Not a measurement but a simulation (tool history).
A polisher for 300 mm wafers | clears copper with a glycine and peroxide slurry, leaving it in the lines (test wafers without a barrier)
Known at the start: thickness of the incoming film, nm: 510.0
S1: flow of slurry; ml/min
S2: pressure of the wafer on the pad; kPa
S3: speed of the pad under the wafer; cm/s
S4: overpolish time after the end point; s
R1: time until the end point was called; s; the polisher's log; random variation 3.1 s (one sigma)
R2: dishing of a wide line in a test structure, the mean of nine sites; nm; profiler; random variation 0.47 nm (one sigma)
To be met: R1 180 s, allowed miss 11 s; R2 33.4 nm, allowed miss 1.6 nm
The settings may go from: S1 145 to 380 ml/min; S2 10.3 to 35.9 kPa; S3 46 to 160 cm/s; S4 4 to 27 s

run	day	S1	S2	S3	S4	R1	R2
1	0	245	22.8	102	14	85.349	42.473
2	0.154	245	20	102	14	95.246	39.086
3	0.417	210	20	102	14	98.888	38.847
4	0.671	205	18.6	98	15	108.33	38.308
5	0.904	205	18.6	82	15	123.72	34.171
6	1.271	200	17.2	82	16	133.52	34.539
7	1.404	200	15.9	82	17	141.71	33.54
8	1.708	200	10.3	74	22	207.31	30.76
9	2.004	200	11	74	22	197.11	32.083

4 next moves are on the table. One of them brings every result within its allowed miss. Which?
A	2.3	190	11.7	98	17	?	?
B	2.3	220	10.3	86	18	?	?
C	2.3	150	15.9	62	21	?	?
D	2.3	225	12.4	60	22	?	?

move	R1	R2
A	157.67	31.07
B	185.58	28.759
C	182.67	33.573
D	208.31	31.412
A: takes the result that was furthest off past its target
B: brings the result that was furthest off to its target, and leaves another outside
C: meets every target
D: further off than the last run
Move C is the one to make.
